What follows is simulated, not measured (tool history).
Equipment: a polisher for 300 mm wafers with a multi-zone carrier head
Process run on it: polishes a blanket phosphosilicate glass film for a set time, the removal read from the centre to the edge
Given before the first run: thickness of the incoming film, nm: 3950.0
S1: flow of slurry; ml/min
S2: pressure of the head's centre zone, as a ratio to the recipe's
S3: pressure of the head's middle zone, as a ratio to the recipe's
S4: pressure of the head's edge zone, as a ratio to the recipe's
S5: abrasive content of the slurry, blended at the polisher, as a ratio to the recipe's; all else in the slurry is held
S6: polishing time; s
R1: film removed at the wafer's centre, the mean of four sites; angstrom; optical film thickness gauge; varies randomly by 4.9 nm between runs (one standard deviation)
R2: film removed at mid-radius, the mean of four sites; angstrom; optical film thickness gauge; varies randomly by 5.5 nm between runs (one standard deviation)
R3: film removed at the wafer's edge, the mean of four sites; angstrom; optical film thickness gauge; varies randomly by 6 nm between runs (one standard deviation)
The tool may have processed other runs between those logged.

Run 1, hour 0.0: S1 240 ml/min, S2 1.00, S3 1.00, S4 1.00, S5 1.00, S6 39 s. Result: R1 3977.1 angstrom, R2 3729.6 angstrom, R3 3936.7 angstrom.
Run 2, hour 7.3: S1 240 ml/min, S2 1.08, S3 1.00, S4 1.00, S5 1.00, S6 39 s. Result: R1 4157.7 angstrom, R2 3875.4 angstrom, R3 3932.2 angstrom.
Run 3, hour 7.8: S1 180 ml/min, S2 1.08, S3 1.00, S4 1.00, S5 1.00, S6 39 s. Result: R1 4002.3 angstrom, R2 3736.4 angstrom, R3 3823.9 angstrom.
Run 4, hour 13.0: S1 185 ml/min, S2 1.05, S3 1.02, S4 1.04, S5 1.10, S6 39 s. Result: R1 4144.0 angstrom, R2 3971.9 angstrom, R3 4120.0 angstrom.
Run 5, hour 21.9: S1 185 ml/min, S2 1.05, S3 1.02, S4 1.04, S5 1.30, S6 39 s. Result: R1 4535.3 angstrom, R2 4314.1 angstrom, R3 4491.4 angstrom.
Run 6, hour 25.5: S1 185 ml/min, S2 1.11, S3 1.02, S4 1.04, S5 1.30, S6 39 s. Result: R1 4677.8 angstrom, R2 4237.8 angstrom, R3 4445.1 angstrom.
Run 7, hour 34.4: S1 190 ml/min, S2 1.07, S3 1.03, S4 1.07, S5 1.35, S6 39 s. Result: R1 4707.6 angstrom, R2 4366.2 angstrom, R3 4518.4 angstrom.
Run 8, hour 36.2: S1 180 ml/min, S2 1.02, S3 1.02, S4 1.07, S5 1.40, S6 40 s. Result: R1 4681.2 angstrom, R2 4405.3 angstrom, R3 4753.7 angstrom.

What will run 9 give?
Run 9, hour 41.5: S1 175 ml/min, S2 0.99, S3 1.03, S4 1.08, S5 1.40, S6 41 s. Result: R1 ?, R2 ?, R3 ?.

R1: 4569.0 angstrom
R2: 4543.5 angstrom
R3: 4885.4 angstrom

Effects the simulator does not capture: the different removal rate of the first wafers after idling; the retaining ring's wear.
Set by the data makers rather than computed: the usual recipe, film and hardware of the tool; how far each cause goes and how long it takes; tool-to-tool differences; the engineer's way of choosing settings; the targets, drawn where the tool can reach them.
